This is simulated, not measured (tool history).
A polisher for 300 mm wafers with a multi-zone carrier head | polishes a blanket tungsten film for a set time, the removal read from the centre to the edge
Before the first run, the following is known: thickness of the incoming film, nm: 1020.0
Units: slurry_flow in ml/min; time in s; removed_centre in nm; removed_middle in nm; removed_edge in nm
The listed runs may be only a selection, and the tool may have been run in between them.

Run 1, hour 0: slurry_flow 215 ml/min, centre_zone 1, middle_zone 1, edge_zone 1, slurry_solids 1, time 41 s. Result: removed_centre 214.54 nm, removed_middle 207.92 nm, removed_edge 201.54 nm.
Run 2, hour 7.8: slurry_flow 215 ml/min, centre_zone 1, middle_zone 0.98, edge_zone 0.98, slurry_solids 0.9, time 39 s. Result: removed_centre 198.17 nm, removed_middle 188.24 nm, removed_edge 190.82 nm.
Run 3, hour 16: slurry_flow 215 ml/min, centre_zone 1.02, middle_zone 0.99, edge_zone 0.97, slurry_solids 0.85, time 36 s. Result: removed_centre 184.95 nm, removed_middle 176.09 nm, removed_edge 168.66 nm.
Run 4, hour 17.1: slurry_flow 215 ml/min, centre_zone 1.02, middle_zone 0.97, edge_zone 0.96, slurry_solids 0.8, time 35 s. Result: removed_centre 178.31 nm, removed_middle 168.31 nm, removed_edge 160.55 nm.
Run 5, hour 25.7: slurry_flow 210 ml/min, centre_zone 1.02, middle_zone 0.94, edge_zone 0.95, slurry_solids 0.75, time 34 s. Result: removed_centre 169.62 nm, removed_middle 151.87 nm, removed_edge 158.27 nm.
Run 6, hour 30.9: slurry_flow 210 ml/min, centre_zone 1.02, middle_zone 0.94, edge_zone 0.9, slurry_solids 0.75, time 34 s. Result: removed_centre 166.08 nm, removed_middle 155.58 nm, removed_edge 154.28 nm.
Run 7, hour 34.9: slurry_flow 195 ml/min, centre_zone 1.05, middle_zone 0.84, edge_zone 0.85, slurry_solids 0.5, time 30 s. Result: removed_centre 140.75 nm, removed_middle 116.05 nm, removed_edge 122.53 nm.

Expected results for the next run?
Run 8, hour 40.1: slurry_flow 200 ml/min, centre_zone 1.05, middle_zone 0.85, edge_zone 0.86, slurry_solids 0.5, time 30 s. Result: removed_centre ?, removed_middle ?, removed_edge ?.

Run 8 measured removed_centre 141.82 nm, removed_middle 116.4 nm, removed_edge 122.56 nm.
